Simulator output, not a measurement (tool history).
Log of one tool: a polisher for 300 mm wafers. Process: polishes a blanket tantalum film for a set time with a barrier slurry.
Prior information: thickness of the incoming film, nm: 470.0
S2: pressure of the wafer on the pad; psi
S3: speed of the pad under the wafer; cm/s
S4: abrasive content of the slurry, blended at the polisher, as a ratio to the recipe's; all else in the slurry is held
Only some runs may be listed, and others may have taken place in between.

{"run": 1, "hour": 0.0, "flow of slurry (ml/min)": 175, "S2": 1.2, "S3": 100, "S4": 1.0, "polishing time (s)": 27, "film removed (nm)": 26.428}
{"run": 2, "hour": 6.6, "flow of slurry (ml/min)": 175, "S2": 1.2, "S3": 100, "S4": 0.85, "polishing time (s)": 27, "film removed (nm)": 24.776}
{"run": 3, "hour": 10.9, "flow of slurry (ml/min)": 175, "S2": 1.1, "S3": 100, "S4": 0.85, "polishing time (s)": 27, "film removed (nm)": 23.375}
{"run": 4, "hour": 16.6, "flow of slurry (ml/min)": 175, "S2": 1.0, "S3": 98, "S4": 0.85, "polishing time (s)": 27, "film removed (nm)": 21.588}
{"run": 5, "hour": 23.1, "flow of slurry (ml/min)": 175, "S2": 1.0, "S3": 98, "S4": 0.95, "polishing time (s)": 27, "film removed (nm)": 22.854}
{"run": 6, "hour": 26.2, "flow of slurry (ml/min)": 210, "S2": 1.0, "S3": 98, "S4": 0.95, "polishing time (s)": 27, "film removed (nm)": 23.36}
{"run": 7, "hour": 31.2, "flow of slurry (ml/min)": 210, "S2": 0.9, "S3": 96, "S4": 0.95, "polishing time (s)": 27, "film removed (nm)": 21.521}

The next listed run, before its measurement:
{"run": 8, "hour": 39.5, "flow of slurry (ml/min)": 210, "S2": 0.8, "S3": 96, "S4": 0.95, "polishing time (s)": 27, "film removed (nm)": "?"}

{"run 8": {"film removed (nm)": 19.903}}

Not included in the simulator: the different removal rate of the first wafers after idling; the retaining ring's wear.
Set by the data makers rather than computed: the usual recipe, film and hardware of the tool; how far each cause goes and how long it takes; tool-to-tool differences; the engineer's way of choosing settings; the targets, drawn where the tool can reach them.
